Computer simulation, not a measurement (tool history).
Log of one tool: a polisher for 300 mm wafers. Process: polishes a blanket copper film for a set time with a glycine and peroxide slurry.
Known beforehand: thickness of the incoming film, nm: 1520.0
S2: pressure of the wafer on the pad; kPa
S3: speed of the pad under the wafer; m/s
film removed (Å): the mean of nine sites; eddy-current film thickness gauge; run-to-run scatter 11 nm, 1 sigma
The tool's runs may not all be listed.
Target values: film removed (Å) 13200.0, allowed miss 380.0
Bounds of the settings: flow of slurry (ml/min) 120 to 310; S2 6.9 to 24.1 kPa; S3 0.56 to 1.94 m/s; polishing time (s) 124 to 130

run 1 hour=0.0 | flow_of_slurry_(ml/min)=200 S2=15.2 S3=1.24 polishing_time_(s)=124 | film_removed_(Å)=7616.5
run 2 hour=7.1 | flow_of_slurry_(ml/min)=205 S2=16.5 S3=1.26 polishing_time_(s)=124 | film_removed_(Å)=8281.3
run 3 hour=13.9 | flow_of_slurry_(ml/min)=205 S2=16.5 S3=1.26 polishing_time_(s)=130 | film_removed_(Å)=8650.6
run 4 hour=21.1 | flow_of_slurry_(ml/min)=180 S2=16.5 S3=1.26 polishing_time_(s)=130 | film_removed_(Å)=8533.1
run 5 hour=24.3 | flow_of_slurry_(ml/min)=145 S2=16.5 S3=1.26 polishing_time_(s)=130 | film_removed_(Å)=8318.2
run 6 hour=30.2 | flow_of_slurry_(ml/min)=145 S2=16.5 S3=1.26 polishing_time_(s)=124 | film_removed_(Å)=7910.2
run 7 hour=34.7 | flow_of_slurry_(ml/min)=150 S2=17.9 S3=1.28 polishing_time_(s)=124 | film_removed_(Å)=8393.0
run 8 hour=37.1 | flow_of_slurry_(ml/min)=155 S2=22.1 S3=1.62 polishing_time_(s)=125 | film_removed_(Å)=12459.0

Consider the 5 candidate settings below. Which is the only one whose results all fall within their allowed miss of target?
run A hour=39.5 | flow_of_slurry_(ml/min)=160 S2=23.4 S3=1.70 polishing_time_(s)=127 | film_removed_(Å)=?
run B hour=39.5 | flow_of_slurry_(ml/min)=170 S2=23.4 S3=1.72 polishing_time_(s)=128 | film_removed_(Å)=?
run C hour=39.5 | flow_of_slurry_(ml/min)=140 S2=22.8 S3=1.64 polishing_time_(s)=130 | film_removed_(Å)=?
run D hour=39.5 | flow_of_slurry_(ml/min)=150 S2=21.4 S3=1.50 polishing_time_(s)=126 | film_removed_(Å)=?
run E hour=39.5 | flow_of_slurry_(ml/min)=160 S2=24.1 S3=1.66 polishing_time_(s)=130 | film_removed_(Å)=?

move=A film_removed_(Å)=13913.0
move=B film_removed_(Å)=14329.0
move=C film_removed_(Å)=13092.0
move=D film_removed_(Å)=11307.0
move=E film_removed_(Å)=14276.0
A: pushes the last run's worst result past its target
B: pushes the last run's worst result past its target
C: in spec on every target
D: misses by more than the last run did
E: pushes the last run's worst result past its target
The right move is C.
